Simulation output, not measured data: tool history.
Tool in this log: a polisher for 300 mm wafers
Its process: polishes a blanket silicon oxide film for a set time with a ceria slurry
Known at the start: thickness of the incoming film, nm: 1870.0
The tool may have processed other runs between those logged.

run  hour  flow of slurry (ml/min)  pressure of the wafer on the pad (kPa)  speed of the pad under the wafer (m/s)  polishing time (s)  film removed (Å)
  1   0.0                      215                                    19.3                                    1.12                  59            2720.1
  2   3.5                      215                                    19.3                                    1.12                  59            2736.8
  3   8.0                      210                                    16.5                                    1.12                  59            2337.5
  4  16.7                      210                                    16.5                                    1.12                  62            2454.3
  5  24.8                      200                                    14.5                                    1.12                  62            2163.4
  6  29.2                      200                                    14.5                                    1.12                  59            2059.7
  7  30.8                      190                                    13.8                                    1.12                  59            1931.9
  8  33.2                      175                                    13.1                                    1.12                  59            1820.0

What will run 9 give?
  9  38.5                      165                                    13.1                                    1.12                  59                 ?

{"run 9": {"film removed (Å)": 1798.6}}
